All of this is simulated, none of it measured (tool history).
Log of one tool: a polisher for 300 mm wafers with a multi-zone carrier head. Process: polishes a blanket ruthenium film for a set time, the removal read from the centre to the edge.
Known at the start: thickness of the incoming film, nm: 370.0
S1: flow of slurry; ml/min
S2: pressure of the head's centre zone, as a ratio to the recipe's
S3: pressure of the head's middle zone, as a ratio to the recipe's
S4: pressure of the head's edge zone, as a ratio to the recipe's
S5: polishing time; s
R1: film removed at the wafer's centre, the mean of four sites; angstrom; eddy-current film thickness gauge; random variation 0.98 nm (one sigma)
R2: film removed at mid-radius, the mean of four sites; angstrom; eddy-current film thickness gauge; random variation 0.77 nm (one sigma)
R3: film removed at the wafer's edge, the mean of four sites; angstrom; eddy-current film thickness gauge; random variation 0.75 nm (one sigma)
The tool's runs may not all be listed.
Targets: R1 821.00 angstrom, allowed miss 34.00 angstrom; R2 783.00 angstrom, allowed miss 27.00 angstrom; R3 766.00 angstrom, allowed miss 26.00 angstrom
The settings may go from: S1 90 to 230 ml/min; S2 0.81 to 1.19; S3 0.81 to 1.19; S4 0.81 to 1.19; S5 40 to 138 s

run  hour   S1    S2    S3    S4  S5       R1       R2       R3
  1   0.0  150  1.00  1.00  1.00  88  1082.70  1078.80  1078.80
  2   5.0  145  1.00  0.98  0.95  80   983.33   968.84   971.73
  3   5.9  140  1.01  0.98  0.92  74   888.38   886.34   866.10
  4  13.6  130  1.02  0.96  0.89  73   872.61   849.10   840.86
  5  20.3  130  1.02  0.89  0.89  73   868.26   801.25   831.03
  6  23.9  130  1.02  0.89  0.89  54   639.74   602.94   628.10
  7  28.9  145  1.04  0.94  0.93  56   685.28   656.98   668.83
  8  34.0  155  1.06  0.97  0.95  58   738.14   704.12   721.54
  9  38.0  170  1.07  0.99  0.94  58   749.02   741.03   708.08
 10  44.4  175  1.09  1.00  0.96  59   783.37   756.28   729.63

4 next moves are on the table. One of them brings every result within its allowed miss. Which?
  A  50.8  175  1.13  1.01  0.94  57   ?   ?   ?
  B  50.8  155  1.00  1.02  0.98  62   ?   ?   ?
  C  50.8  220  1.09  1.01  1.00  59   ?   ?   ?
  D  50.8  155  1.06  0.99  1.11  64   ?   ?   ?

move      R1      R2      R3
   A  804.37  733.82  702.13
   B  771.35  786.46  766.04
   C  840.68  787.02  768.34
   D  834.90  793.22  841.15
A: further off than the last run
B: brings the result that was furthest off to its target, and leaves another outside
C: meets every target
D: takes the result that was furthest off past its target
Answer: C
